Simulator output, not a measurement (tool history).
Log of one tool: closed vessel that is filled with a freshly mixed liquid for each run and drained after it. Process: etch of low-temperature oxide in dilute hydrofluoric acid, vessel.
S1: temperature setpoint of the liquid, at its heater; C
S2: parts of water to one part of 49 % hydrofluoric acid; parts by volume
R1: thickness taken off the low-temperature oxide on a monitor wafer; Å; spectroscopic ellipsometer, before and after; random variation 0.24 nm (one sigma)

{"run": 1, "day": 0.0, "S1": 24.0, "S2": 120, "time in the liquid (s)": 265, "R1": 366.52}
{"run": 2, "day": 0.112, "S1": 22.5, "S2": 120, "time in the liquid (s)": 265, "R1": 345.01}
{"run": 3, "day": 0.312, "S1": 23.5, "S2": 120, "time in the liquid (s)": 265, "R1": 358.2}
{"run": 4, "day": 0.646, "S1": 24.0, "S2": 120, "time in the liquid (s)": 265, "R1": 366.04}
{"run": 5, "day": 0.896, "S1": 24.5, "S2": 120, "time in the liquid (s)": 265, "R1": 375.77}
{"run": 6, "day": 0.962, "S1": 25.0, "S2": 120, "time in the liquid (s)": 265, "R1": 379.47}
{"run": 7, "day": 1.188, "S1": 25.5, "S2": 120, "time in the liquid (s)": 265, "R1": 387.0}
{"run": 8, "day": 1.504, "S1": 25.5, "S2": 120, "time in the liquid (s)": 265, "R1": 394.16}
{"run": 9, "day": 1.704, "S1": 26.0, "S2": 120, "time in the liquid (s)": 265, "R1": 397.9}
{"run": 10, "day": 1.821, "S1": 26.5, "S2": 120, "time in the liquid (s)": 265, "R1": 404.43}
{"run": 11, "day": 2.071, "S1": 27.0, "S2": 120, "time in the liquid (s)": 265, "R1": 406.79}
{"run": 12, "day": 2.129, "S1": 27.5, "S2": 120, "time in the liquid (s)": 265, "R1": 419.89}
{"run": 13, "day": 2.283, "S1": 28.0, "S2": 120, "time in the liquid (s)": 265, "R1": 427.37}

Run 14 comes next. What will it give?
{"run": 14, "day": 2.667, "S1": 29.0, "S2": 120, "time in the liquid (s)": 265, "R1": "?"}

{"run 14": {"R1": 443.64}}
